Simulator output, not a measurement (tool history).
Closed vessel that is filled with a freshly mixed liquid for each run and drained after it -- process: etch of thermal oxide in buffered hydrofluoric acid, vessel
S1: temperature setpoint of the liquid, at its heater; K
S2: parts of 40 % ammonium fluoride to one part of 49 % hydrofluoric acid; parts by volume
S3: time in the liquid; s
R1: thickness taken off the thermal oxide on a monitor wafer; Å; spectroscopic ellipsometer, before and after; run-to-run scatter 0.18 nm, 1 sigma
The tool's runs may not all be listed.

run 1 hour=0.0 | S1=298.15 S2=18.0 S3=30 | R1=233.12
run 2 hour=2.6 | S1=298.15 S2=18.0 S3=30 | R1=232.10
run 3 hour=7.6 | S1=300.15 S2=18.0 S3=30 | R1=261.80
run 4 hour=14.8 | S1=300.15 S2=20.5 S3=30 | R1=229.99
run 5 hour=23.7 | S1=300.15 S2=20.5 S3=30 | R1=230.04
run 6 hour=31.0 | S1=301.15 S2=18.0 S3=30 | R1=274.44
run 7 hour=34.1 | S1=302.15 S2=16.0 S3=30 | R1=325.07

Predict the results of run 8:
run 8 hour=37.0 | S1=302.65 S2=14.5 S3=30 | R1=?

{"run 8": {"R1": 369.28}}

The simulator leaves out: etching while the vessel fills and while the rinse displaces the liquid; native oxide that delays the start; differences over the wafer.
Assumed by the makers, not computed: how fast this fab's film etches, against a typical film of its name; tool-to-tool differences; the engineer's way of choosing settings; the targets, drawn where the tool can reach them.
